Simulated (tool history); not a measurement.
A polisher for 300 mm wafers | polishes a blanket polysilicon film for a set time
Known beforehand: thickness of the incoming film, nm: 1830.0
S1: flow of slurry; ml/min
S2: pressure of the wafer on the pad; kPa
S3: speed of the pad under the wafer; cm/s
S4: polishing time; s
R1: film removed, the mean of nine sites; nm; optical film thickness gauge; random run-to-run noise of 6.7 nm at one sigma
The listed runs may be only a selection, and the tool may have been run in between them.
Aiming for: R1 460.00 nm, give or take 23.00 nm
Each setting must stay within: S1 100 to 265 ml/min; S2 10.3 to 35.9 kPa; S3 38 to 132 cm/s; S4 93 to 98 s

run,hour,S1,S2,S3,S4,R1
1,0.0,170,22.8,84,93,822.17
2,5.3,195,22.8,84,93,829.48
3,7.0,195,22.8,84,93,839.24
4,10.6,195,22.8,84,98,907.20
5,19.7,195,22.8,64,98,697.10
6,21.4,195,21.4,64,98,646.23
7,23.1,195,20.0,64,98,607.93
8,24.8,195,19.3,64,98,588.48
9,33.4,195,18.6,64,98,563.08
10,42.3,195,17.9,64,98,555.34
11,48.4,195,17.2,64,98,525.66
12,52.8,195,16.5,64,98,512.81
13,53.7,190,13.8,64,98,419.87

Which one of the following 5 next-run settings gets every result inside its allowed miss? There is exactly one.
A,54.6,150,13.1,66,93,?
B,54.6,160,21.4,54,95,?
C,54.6,230,15.9,66,98,?
D,54.6,145,11.7,66,93,?
E,54.6,220,17.2,58,93,?

move,R1
A,392.35
B,523.09
C,524.58
D,353.16
E,471.88
A: further off than the last run
B: the result that was furthest off in the last run now lies on the other side of its target
C: the result that was furthest off in the last run now lies on the other side of its target
D: further off than the last run
E: each result inside its tolerance
The right move is E.

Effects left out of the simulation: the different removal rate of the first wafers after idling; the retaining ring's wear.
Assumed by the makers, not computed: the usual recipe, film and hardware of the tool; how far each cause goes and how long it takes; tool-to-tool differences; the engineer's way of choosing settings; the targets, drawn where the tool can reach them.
